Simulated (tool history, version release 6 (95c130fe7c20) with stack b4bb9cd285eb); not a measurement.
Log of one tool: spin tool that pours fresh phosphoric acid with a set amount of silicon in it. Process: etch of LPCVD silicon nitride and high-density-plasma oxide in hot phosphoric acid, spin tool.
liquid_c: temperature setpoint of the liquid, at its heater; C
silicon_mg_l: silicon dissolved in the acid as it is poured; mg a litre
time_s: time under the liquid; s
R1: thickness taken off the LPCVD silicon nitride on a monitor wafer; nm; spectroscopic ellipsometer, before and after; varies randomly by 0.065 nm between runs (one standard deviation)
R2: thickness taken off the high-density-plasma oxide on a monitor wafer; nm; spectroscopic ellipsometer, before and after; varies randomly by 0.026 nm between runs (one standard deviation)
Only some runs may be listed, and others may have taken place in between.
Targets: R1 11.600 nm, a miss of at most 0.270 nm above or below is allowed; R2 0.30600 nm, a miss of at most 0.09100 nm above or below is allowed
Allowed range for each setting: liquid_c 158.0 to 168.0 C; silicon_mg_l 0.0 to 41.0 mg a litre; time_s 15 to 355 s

Run 1, day 0.000: liquid_c 163.0 C, silicon_mg_l 18.0 mg a litre, time_s 180 s. Result: R1 20.502 nm, R2 0.46209 nm.
Run 2, day 0.317: liquid_c 161.0 C, silicon_mg_l 18.0 mg a litre, time_s 180 s. Result: R1 19.073 nm, R2 0.33987 nm.
Run 3, day 0.354: liquid_c 159.0 C, silicon_mg_l 18.0 mg a litre, time_s 180 s. Result: R1 17.864 nm, R2 0.35734 nm.
Run 4, day 0.612: liquid_c 159.0 C, silicon_mg_l 16.0 mg a litre, time_s 165 s. Result: R1 16.236 nm, R2 0.32546 nm.
Run 5, day 0.742: liquid_c 159.0 C, silicon_mg_l 13.5 mg a litre, time_s 155 s. Result: R1 15.239 nm, R2 0.34655 nm.
Run 6, day 1.062: liquid_c 159.0 C, silicon_mg_l 12.5 mg a litre, time_s 145 s. Result: R1 14.434 nm, R2 0.33069 nm.
Run 7, day 1.267: liquid_c 158.0 C, silicon_mg_l 5.0 mg a litre, time_s 105 s. Result: R1 10.153 nm, R2 0.24143 nm.
Run 8, day 1.496: liquid_c 160.5 C, silicon_mg_l 8.5 mg a litre, time_s 105 s. Result: R1 10.957 nm, R2 0.28742 nm.
Run 9, day 1.762: liquid_c 161.0 C, silicon_mg_l 9.0 mg a litre, time_s 105 s. Result: R1 11.170 nm, R2 0.28277 nm.
Run 10, day 1.967: liquid_c 161.5 C, silicon_mg_l 9.0 mg a litre, time_s 105 s. Result: R1 11.303 nm, R2 0.31048 nm.
Run 11, day 2.088: liquid_c 161.5 C, silicon_mg_l 9.0 mg a litre, time_s 105 s. Result: R1 11.345 nm, R2 0.30783 nm.
Run 12, day 2.275: liquid_c 161.5 C, silicon_mg_l 9.5 mg a litre, time_s 105 s. Result: R1 11.381 nm, R2 0.26260 nm.
Run 13, day 2.583: liquid_c 161.5 C, silicon_mg_l 9.0 mg a litre, time_s 105 s. Result: R1 11.364 nm, R2 0.28962 nm.

Exercise: of the 5 proposed moves below, exactly one satisfies all targets within the stated allowed misses. Which move is it?
Run A, day 2.892: liquid_c 161.0 C, silicon_mg_l 11.5 mg a litre, time_s 105 s. Result: R1 ?, R2 ?.
Run B, day 2.892: liquid_c 160.0 C, silicon_mg_l 26.5 mg a litre, time_s 110 s. Result: R1 ?, R2 ?.
Run C, day 2.892: liquid_c 163.5 C, silicon_mg_l 11.0 mg a litre, time_s 95 s. Result: R1 ?, R2 ?.
Run D, day 2.892: liquid_c 162.5 C, silicon_mg_l 11.5 mg a litre, time_s 105 s. Result: R1 ?, R2 ?.
Run E, day 2.892: liquid_c 161.0 C, silicon_mg_l 13.0 mg a litre, time_s 105 s. Result: R1 ?, R2 ?.

move      R1       R2
   A  11.039  0.27399
   B  11.184  0.17466
   C  10.853  0.30120
   D  11.605  0.30593
   E  11.039  0.26455
A: the biggest miss grows against the last run
B: the biggest miss grows against the last run
C: the biggest miss grows against the last run
D: in spec on every target
E: the biggest miss grows against the last run
Answer: D
